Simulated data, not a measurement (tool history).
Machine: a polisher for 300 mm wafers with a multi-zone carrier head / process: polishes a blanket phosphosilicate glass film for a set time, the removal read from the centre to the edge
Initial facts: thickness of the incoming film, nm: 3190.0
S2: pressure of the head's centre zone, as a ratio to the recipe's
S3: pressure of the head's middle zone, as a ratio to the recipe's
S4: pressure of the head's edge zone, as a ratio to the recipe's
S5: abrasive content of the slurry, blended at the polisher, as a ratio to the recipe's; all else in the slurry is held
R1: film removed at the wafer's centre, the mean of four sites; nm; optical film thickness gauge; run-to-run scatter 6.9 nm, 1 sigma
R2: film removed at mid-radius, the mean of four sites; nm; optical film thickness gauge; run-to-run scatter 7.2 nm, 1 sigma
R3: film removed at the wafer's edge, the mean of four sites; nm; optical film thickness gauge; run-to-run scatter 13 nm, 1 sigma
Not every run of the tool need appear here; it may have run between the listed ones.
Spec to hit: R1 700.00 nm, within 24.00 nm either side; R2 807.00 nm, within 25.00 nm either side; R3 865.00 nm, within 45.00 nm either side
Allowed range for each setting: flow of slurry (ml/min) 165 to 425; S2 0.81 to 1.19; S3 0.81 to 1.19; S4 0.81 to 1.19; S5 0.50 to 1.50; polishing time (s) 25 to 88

run 1 hour=0.0 | flow_of_slurry_(ml/min)=275 S2=1.00 S3=1.00 S4=1.00 S5=1.00 polishing_time_(s)=56 | R1=609.04 R2=613.25 R3=574.29
run 2 hour=8.0 | flow_of_slurry_(ml/min)=220 S2=1.00 S3=1.00 S4=1.00 S5=1.00 polishing_time_(s)=56 | R1=587.50 R2=597.07 R3=542.19
run 3 hour=15.7 | flow_of_slurry_(ml/min)=260 S2=0.97 S3=1.00 S4=1.04 S5=1.10 polishing_time_(s)=56 | R1=604.23 R2=622.54 R3=592.79
run 4 hour=20.3 | flow_of_slurry_(ml/min)=260 S2=0.97 S3=1.00 S4=1.11 S5=1.10 polishing_time_(s)=56 | R1=604.50 R2=634.47 R3=613.93
run 5 hour=24.5 | flow_of_slurry_(ml/min)=260 S2=0.97 S3=1.00 S4=1.11 S5=1.10 polishing_time_(s)=70 | R1=752.60 R2=798.45 R3=772.49
run 6 hour=28.1 | flow_of_slurry_(ml/min)=260 S2=0.97 S3=1.00 S4=1.11 S5=1.30 polishing_time_(s)=70 | R1=790.77 R2=820.94 R3=821.56
run 7 hour=32.7 | flow_of_slurry_(ml/min)=250 S2=0.94 S3=0.99 S4=1.12 S5=1.35 polishing_time_(s)=70 | R1=753.96 R2=815.36 R3=810.15
run 8 hour=37.0 | flow_of_slurry_(ml/min)=250 S2=0.92 S3=0.97 S4=1.14 S5=1.40 polishing_time_(s)=71 | R1=744.96 R2=839.33 R3=833.39
run 9 hour=40.0 | flow_of_slurry_(ml/min)=245 S2=0.91 S3=0.94 S4=1.15 S5=1.40 polishing_time_(s)=72 | R1=765.20 R2=815.51 R3=864.56
run 10 hour=40.5 | flow_of_slurry_(ml/min)=235 S2=0.89 S3=0.94 S4=1.16 S5=1.40 polishing_time_(s)=72 | R1=752.42 R2=819.49 R3=852.42
run 11 hour=45.4 | flow_of_slurry_(ml/min)=240 S2=0.87 S3=0.93 S4=1.17 S5=1.40 polishing_time_(s)=72 | R1=733.60 R2=821.47 R3=849.55

5 candidate next runs follow, results not yet known. Just one meets every target within its allowed miss. Identify it.
run A hour=50.3 | flow_of_slurry_(ml/min)=260 S2=0.92 S3=0.95 S4=1.05 S5=1.25 polishing_time_(s)=73 | R1=? R2=? R3=?
run B hour=50.3 | flow_of_slurry_(ml/min)=225 S2=0.98 S3=0.99 S4=1.06 S5=1.30 polishing_time_(s)=72 | R1=? R2=? R3=?
run C hour=50.3 | flow_of_slurry_(ml/min)=235 S2=0.90 S3=0.94 S4=1.16 S5=1.45 polishing_time_(s)=74 | R1=? R2=? R3=?
run D hour=50.3 | flow_of_slurry_(ml/min)=255 S2=0.83 S3=0.88 S4=1.17 S5=1.45 polishing_time_(s)=72 | R1=? R2=? R3=?
run E hour=50.3 | flow_of_slurry_(ml/min)=260 S2=0.92 S3=0.89 S4=1.17 S5=1.45 polishing_time_(s)=72 | R1=? R2=? R3=?

move=A R1=767.62 R2=831.20 R3=793.39
move=B R1=798.22 R2=832.36 R3=782.74
move=C R1=780.87 R2=860.52 R3=870.33
move=D R1=708.47 R2=815.32 R3=857.85
move=E R1=788.17 R2=822.15 R3=859.34
A: misses by more than the last run did
B: misses by more than the last run did
C: misses by more than the last run did
D: each result inside its tolerance
E: misses by more than the last run did
The move that meets every target is D.
